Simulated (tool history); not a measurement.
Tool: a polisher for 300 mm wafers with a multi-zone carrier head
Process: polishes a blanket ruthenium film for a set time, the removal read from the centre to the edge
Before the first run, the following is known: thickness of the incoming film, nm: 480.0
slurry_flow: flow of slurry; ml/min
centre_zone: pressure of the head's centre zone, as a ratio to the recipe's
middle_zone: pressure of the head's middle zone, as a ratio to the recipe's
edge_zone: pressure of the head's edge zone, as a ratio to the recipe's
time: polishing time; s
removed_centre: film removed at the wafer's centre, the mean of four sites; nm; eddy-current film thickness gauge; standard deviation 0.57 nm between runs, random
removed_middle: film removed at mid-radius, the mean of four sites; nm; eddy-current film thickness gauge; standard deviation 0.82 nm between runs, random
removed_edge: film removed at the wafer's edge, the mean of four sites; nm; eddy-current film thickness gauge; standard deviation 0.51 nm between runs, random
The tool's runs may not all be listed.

run 1 day=0 | slurry_flow=295 centre_zone=1 middle_zone=1 edge_zone=1 time=65 | removed_centre=108.26 removed_middle=111.95 removed_edge=108.07
run 2 day=0.375 | slurry_flow=300 centre_zone=1.02 middle_zone=0.97 edge_zone=0.97 time=60 | removed_centre=101.58 removed_middle=99.443 removed_edge=98.195
run 3 day=0.471 | slurry_flow=300 centre_zone=1.02 middle_zone=0.89 edge_zone=0.97 time=60 | removed_centre=103.52 removed_middle=91.535 removed_edge=98.98
run 4 day=0.638 | slurry_flow=230 centre_zone=1.02 middle_zone=0.89 edge_zone=0.97 time=60 | removed_centre=99.086 removed_middle=88.48 removed_edge=95.338
run 5 day=0.662 | slurry_flow=230 centre_zone=1.02 middle_zone=0.89 edge_zone=0.97 time=52 | removed_centre=85.181 removed_middle=76.039 removed_edge=84.432
run 6 day=1.004 | slurry_flow=225 centre_zone=1.04 middle_zone=0.89 edge_zone=0.94 time=51 | removed_centre=85.118 removed_middle=75.736 removed_edge=80.487
run 7 day=1.362 | slurry_flow=215 centre_zone=1.12 middle_zone=0.81 edge_zone=0.84 time=46 | removed_centre=81.296 removed_middle=62.429 removed_edge=69.463

What will run 8 give?
run 8 day=1.633 | slurry_flow=225 centre_zone=1.12 middle_zone=0.82 edge_zone=0.84 time=46 | removed_centre=? removed_middle=? removed_edge=?

{"run 8": {"removed_centre": 82.897, "removed_middle": 62.554, "removed_edge": 70.359}}
